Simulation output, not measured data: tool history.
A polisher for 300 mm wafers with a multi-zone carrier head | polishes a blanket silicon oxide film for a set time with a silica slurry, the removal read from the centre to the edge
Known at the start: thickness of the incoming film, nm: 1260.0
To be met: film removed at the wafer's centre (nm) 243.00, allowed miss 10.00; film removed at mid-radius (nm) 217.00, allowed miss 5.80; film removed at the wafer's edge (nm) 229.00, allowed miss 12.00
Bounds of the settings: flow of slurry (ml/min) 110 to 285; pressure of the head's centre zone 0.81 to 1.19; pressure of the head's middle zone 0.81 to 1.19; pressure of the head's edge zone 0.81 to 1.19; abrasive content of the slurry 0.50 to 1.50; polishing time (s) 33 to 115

run    day  flow of slurry (ml/min)  pressure of the head's centre zone  pressure of the head's middle zone  pressure of the head's edge zone  abrasive content of the slurry  polishing time (s)  film removed at the wafer's centre (nm)  film removed at mid-radius (nm)  film removed at the wafer's edge (nm)
  1  0.000                      180                                1.00                                1.00                              1.00                            1.00                  73                                   293.29                           288.61                                 274.71
  2  0.283                      180                                0.94                                1.00                              1.00                            1.00                  73                                   273.24                           282.08                                 288.26
  3  0.429                      180                                0.90                                1.00                              1.00                            1.00                  73                                   264.81                           286.59                                 280.96
  4  0.779                      180                                0.90                                1.00                              1.08                            1.00                  73                                   261.45                           285.56                                 293.92
  5  0.979                      180                                0.90                                1.05                              1.08                            1.00                  73                                   264.70                           293.87                                 298.77
  6  1.321                      180                                0.90                                1.10                              1.08                            1.00                  73                                   263.22                           312.36                                 294.91
  7  1.533                      175                                0.91                                1.07                              1.06                            0.95                  73                                   261.40                           293.97                                 289.98
  8  1.867                      175                                0.92                                1.05                              1.04                            0.90                  73                                   259.98                           286.01                                 274.15
  9  2.004                      135                                0.95                                0.95                              1.02                            0.70                  72                                   240.67                           234.24                                 253.54
 10  2.225                      135                                0.95                                0.94                              1.01                            0.70                  72                                   238.37                           230.54                                 252.12
     2.438  -- worn pad replaced by a new one
 11  2.438                      135                                0.96                                0.94                              1.00                            0.70                  72                                   270.53                           263.05                                 283.36
 12  2.608                      145                                0.97                                0.94                              1.02                            0.70                  71                                   277.63                           260.10                                 284.54
 13  2.900                      140                                0.97                                0.93                              1.00                            0.70                  71                                   271.08                           257.73                                 278.72

5 next moves are on the table. One of them brings every result within its allowed miss. Which?
  A  3.192                      155                                0.98                                0.84                              1.04                            0.70                  66                                        ?                                ?                                      ?
  B  3.192                      155                                1.05                                0.95                              1.01                            0.50                  63                                        ?                                ?                                      ?
  C  3.192                      110                                0.97                                0.82                              1.18                            1.05                  77                                        ?                                ?                                      ?
  D  3.192                      110                                0.84                                0.81                              1.17                            0.75                  73                                        ?                                ?                                      ?
  E  3.192                      125                                1.13                                0.89                              1.16                            0.50                  68                                        ?                                ?                                      ?

move  film removed at the wafer's centre (nm)  film removed at mid-radius (nm)  film removed at the wafer's edge (nm)
   A                                   259.00                           225.94                                 270.98
   B                                   244.14                           219.76                                 234.36
   C                                   317.52                           275.98                                 364.48
   D                                   237.82                           236.79                                 314.29
   E                                   275.28                           218.67                                 266.29
A: nearer than the last run, and not there yet
B: meets every target
C: further off than the last run
D: as far off as the last run
E: brings the result that was furthest off to its target, and leaves another outside
Move B is the one to make.
